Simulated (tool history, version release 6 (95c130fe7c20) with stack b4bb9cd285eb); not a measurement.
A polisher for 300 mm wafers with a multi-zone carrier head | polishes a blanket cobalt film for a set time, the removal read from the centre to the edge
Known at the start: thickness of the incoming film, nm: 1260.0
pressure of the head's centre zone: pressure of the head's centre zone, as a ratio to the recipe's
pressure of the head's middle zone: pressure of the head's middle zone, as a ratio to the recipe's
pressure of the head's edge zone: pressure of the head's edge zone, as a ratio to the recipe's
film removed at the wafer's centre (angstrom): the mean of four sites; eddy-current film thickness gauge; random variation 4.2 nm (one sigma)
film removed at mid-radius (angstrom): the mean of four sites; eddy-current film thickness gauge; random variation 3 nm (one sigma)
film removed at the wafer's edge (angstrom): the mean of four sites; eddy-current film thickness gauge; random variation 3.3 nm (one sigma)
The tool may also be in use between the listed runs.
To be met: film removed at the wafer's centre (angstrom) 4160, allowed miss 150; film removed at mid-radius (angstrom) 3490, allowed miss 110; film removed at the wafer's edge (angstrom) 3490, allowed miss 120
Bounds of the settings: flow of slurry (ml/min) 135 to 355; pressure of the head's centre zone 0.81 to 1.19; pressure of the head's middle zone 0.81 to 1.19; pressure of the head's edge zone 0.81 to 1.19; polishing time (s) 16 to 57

run  hour  flow of slurry (ml/min)  pressure of the head's centre zone  pressure of the head's middle zone  pressure of the head's edge zone  polishing time (s)  film removed at the wafer's centre (angstrom)  film removed at mid-radius (angstrom)  film removed at the wafer's edge (angstrom)
  1     0                      225                                   1                                   1                                 1                  36                                         2791.4                                 2782.3                                       2762.9
  2   2.9                      225                                   1                                   1                                 1                  40                                         3021.2                                 3126.4                                       3123.1
  3   9.4                      225                                1.08                                   1                                 1                  40                                         3335.8                                 3085.8                                       3061.9
  4    18                      225                                1.08                                   1                                 1                  48                                         3950.4                                 3728.2                                       3725.5
  5  26.4                      225                                1.08                                1.03                                 1                  48                                         3932.8                                 3806.3                                       3740.5
  6  29.7                      225                                1.08                                1.03                              0.94                  48                                         4031.2                                 3756.6                                       3551.5
  7  34.2                      220                                1.09                                1.01                              0.94                  48                                         4004.3                                 3743.4                                       3546.7
  8  35.3                      230                                1.17                                0.91                              0.92                  47                                         4221.8                                 3368.6                                       3445.2

Which of these 5 next moves meets every target?
  A  36.4                      230                                1.12                                0.92                              0.85                  48                                              ?                                      ?                                            ?
  B  36.4                      225                                1.14                                1.01                              0.91                  48                                              ?                                      ?                                            ?
  C  36.4                      245                                0.99                                0.95                              0.92                  50                                              ?                                      ?                                            ?
  D  36.4                      325                                1.11                                0.99                              0.89                  47                                              ?                                      ?                                            ?
  E  36.4                      235                                1.19                                0.92                              0.88                  45                                              ?                                      ?                                            ?

move  film removed at the wafer's centre (angstrom)  film removed at mid-radius (angstrom)  film removed at the wafer's edge (angstrom)
   A                                         4116.7                                 3466.4                                       3463.8
   B                                         4181.4                                 3738.5                                       3561.6
   C                                           3818                                 3737.7                                       3759.1
   D                                         4153.8                                 3737.5                                       3552.5
   E                                         4113.5                                 3256.4                                       3304.6
A: meets every target
B: takes the result that was furthest off past its target
C: takes the result that was furthest off past its target
D: takes the result that was furthest off past its target
E: further off than the last run
Move A is the one to make.
